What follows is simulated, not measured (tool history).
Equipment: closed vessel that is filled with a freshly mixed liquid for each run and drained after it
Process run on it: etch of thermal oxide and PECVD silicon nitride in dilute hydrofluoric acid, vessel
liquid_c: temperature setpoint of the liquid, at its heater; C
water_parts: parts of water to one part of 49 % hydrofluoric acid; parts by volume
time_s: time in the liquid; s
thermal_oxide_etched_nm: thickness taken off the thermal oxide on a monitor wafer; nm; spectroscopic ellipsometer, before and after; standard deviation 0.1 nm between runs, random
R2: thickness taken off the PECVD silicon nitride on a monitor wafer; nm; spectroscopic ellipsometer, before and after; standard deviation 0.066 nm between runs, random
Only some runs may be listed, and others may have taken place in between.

run 1 day=0.000 | liquid_c=22.0 water_parts=160 time_s=235 | thermal_oxide_etched_nm=6.1057 R2=2.2022
run 2 day=0.329 | liquid_c=22.0 water_parts=160 time_s=165 | thermal_oxide_etched_nm=4.3403 R2=1.5215
run 3 day=0.371 | liquid_c=19.5 water_parts=160 time_s=165 | thermal_oxide_etched_nm=3.9576 R2=1.3168
run 4 day=0.617 | liquid_c=19.5 water_parts=160 time_s=230 | thermal_oxide_etched_nm=5.4751 R2=1.8030
run 5 day=0.846 | liquid_c=19.5 water_parts=215 time_s=230 | thermal_oxide_etched_nm=3.8692 R2=1.3434
run 6 day=1.096 | liquid_c=19.5 water_parts=215 time_s=320 | thermal_oxide_etched_nm=5.3821 R2=1.8889
run 7 day=1.367 | liquid_c=21.5 water_parts=185 time_s=320 | thermal_oxide_etched_nm=6.8474 R2=2.5091
run 8 day=1.475 | liquid_c=23.0 water_parts=160 time_s=320 | thermal_oxide_etched_nm=8.7937 R2=3.1424
run 9 day=1.783 | liquid_c=25.0 water_parts=150 time_s=320 | thermal_oxide_etched_nm=10.2150 R2=3.8027
run 10 day=1.842 | liquid_c=26.0 water_parts=145 time_s=320 | thermal_oxide_etched_nm=10.8950 R2=4.1026

The next listed run, before its measurement:
run 11 day=2.025 | liquid_c=27.0 water_parts=140 time_s=320 | thermal_oxide_etched_nm=? R2=?

{"run 11": {"thermal_oxide_etched_nm": 11.951, "R2": 4.6752}}
